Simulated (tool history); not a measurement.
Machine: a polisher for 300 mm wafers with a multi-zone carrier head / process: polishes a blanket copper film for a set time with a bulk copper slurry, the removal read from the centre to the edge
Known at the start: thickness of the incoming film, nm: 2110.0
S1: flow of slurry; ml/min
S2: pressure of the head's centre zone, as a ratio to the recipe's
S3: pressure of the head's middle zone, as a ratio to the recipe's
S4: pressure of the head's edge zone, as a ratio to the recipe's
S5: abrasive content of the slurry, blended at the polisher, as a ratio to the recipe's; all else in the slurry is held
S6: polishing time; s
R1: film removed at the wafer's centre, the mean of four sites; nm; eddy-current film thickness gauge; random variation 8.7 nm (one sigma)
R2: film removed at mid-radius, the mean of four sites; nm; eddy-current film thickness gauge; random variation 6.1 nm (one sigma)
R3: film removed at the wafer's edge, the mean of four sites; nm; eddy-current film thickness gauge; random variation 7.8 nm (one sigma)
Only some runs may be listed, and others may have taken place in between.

{"run": 1, "hour": 0.0, "S1": 315, "S2": 1.0, "S3": 1.0, "S4": 1.0, "S5": 1.0, "S6": 68, "R1": 854.36, "R2": 893.69, "R3": 926.81}
{"run": 2, "hour": 2.7, "S1": 315, "S2": 1.0, "S3": 1.0, "S4": 1.0, "S5": 0.85, "S6": 68, "R1": 847.59, "R2": 853.02, "R3": 892.71}
{"run": 3, "hour": 10.9, "S1": 315, "S2": 1.0, "S3": 1.07, "S4": 1.0, "S5": 0.85, "S6": 68, "R1": 847.51, "R2": 906.24, "R3": 871.79}
{"run": 4, "hour": 15.1, "S1": 315, "S2": 1.0, "S3": 0.99, "S4": 1.0, "S5": 0.85, "S6": 68, "R1": 823.41, "R2": 848.0, "R3": 863.8}
{"run": 5, "hour": 16.1, "S1": 320, "S2": 0.99, "S3": 0.99, "S4": 0.97, "S5": 0.8, "S6": 67, "R1": 805.12, "R2": 826.38, "R3": 824.56}
{"run": 6, "hour": 16.8, "S1": 285, "S2": 0.99, "S3": 0.99, "S4": 0.97, "S5": 0.8, "S6": 67, "R1": 805.01, "R2": 814.12, "R3": 839.64}
{"run": 7, "hour": 18.8, "S1": 305, "S2": 0.98, "S3": 0.99, "S4": 0.95, "S5": 0.75, "S6": 66, "R1": 784.64, "R2": 784.6, "R3": 828.34}
{"run": 8, "hour": 25.1, "S1": 315, "S2": 0.99, "S3": 1.03, "S4": 0.96, "S5": 0.7, "S6": 63, "R1": 735.11, "R2": 775.51, "R3": 771.3}

Forecast run 9:
{"run": 9, "hour": 33.0, "S1": 325, "S2": 1.0, "S3": 1.04, "S4": 0.95, "S5": 0.65, "S6": 61, "R1": "?", "R2": "?", "R3": "?"}

{"run 9": {"R1": 698.8, "R2": 739.72, "R3": 715.14}}
